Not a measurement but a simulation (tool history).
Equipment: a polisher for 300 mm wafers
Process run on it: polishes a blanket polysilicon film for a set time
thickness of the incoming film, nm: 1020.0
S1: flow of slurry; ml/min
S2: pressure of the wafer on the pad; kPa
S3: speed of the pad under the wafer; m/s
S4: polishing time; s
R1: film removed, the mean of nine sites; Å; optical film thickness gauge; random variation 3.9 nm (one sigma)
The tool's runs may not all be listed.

{"run": 1, "hour": 0.0, "S1": 155, "S2": 21.4, "S3": 1.24, "S4": 44, "R1": 4366.7}
{"run": 2, "hour": 2.6, "S1": 155, "S2": 21.4, "S3": 1.24, "S4": 44, "R1": 4397.7}
{"run": 3, "hour": 6.7, "S1": 155, "S2": 21.4, "S3": 1.24, "S4": 44, "R1": 4392.5}
{"run": 4, "hour": 8.8, "S1": 155, "S2": 20.7, "S3": 1.24, "S4": 44, "R1": 4307}
{"run": 5, "hour": 14.3, "S1": 155, "S2": 20.7, "S3": 1.5, "S4": 44, "R1": 5097.1}
{"run": 6, "hour": 22.8, "S1": 155, "S2": 19.3, "S3": 1.5, "S4": 44, "R1": 4777.8}
{"run": 7, "hour": 25.2, "S1": 155, "S2": 17.9, "S3": 1.5, "S4": 44, "R1": 4504.9}
{"run": 8, "hour": 31.6, "S1": 155, "S2": 17.2, "S3": 1.5, "S4": 44, "R1": 4398.7}
{"run": 9, "hour": 34.4, "S1": 155, "S2": 16.5, "S3": 1.48, "S4": 44, "R1": 4140}
{"run": 10, "hour": 40.9, "S1": 155, "S2": 15.9, "S3": 1.48, "S4": 44, "R1": 3996}
{"run": 11, "hour": 42.9, "S1": 155, "S2": 15.2, "S3": 1.48, "S4": 44, "R1": 3920.2}
{"run": 12, "hour": 48.6, "S1": 155, "S2": 14.5, "S3": 1.48, "S4": 44, "R1": 3786.5}
{"run": 13, "hour": 52.4, "S1": 150, "S2": 9.7, "S3": 1.44, "S4": 44, "R1": 2587.1}
{"run": 14, "hour": 60.4, "S1": 155, "S2": 9.7, "S3": 1.44, "S4": 44, "R1": 2602.3}

What will run 15 give?
{"run": 15, "hour": 67.8, "S1": 160, "S2": 10.3, "S3": 1.44, "S4": 44, "R1": "?"}

Run 15 produced R1 2722.7 Å.

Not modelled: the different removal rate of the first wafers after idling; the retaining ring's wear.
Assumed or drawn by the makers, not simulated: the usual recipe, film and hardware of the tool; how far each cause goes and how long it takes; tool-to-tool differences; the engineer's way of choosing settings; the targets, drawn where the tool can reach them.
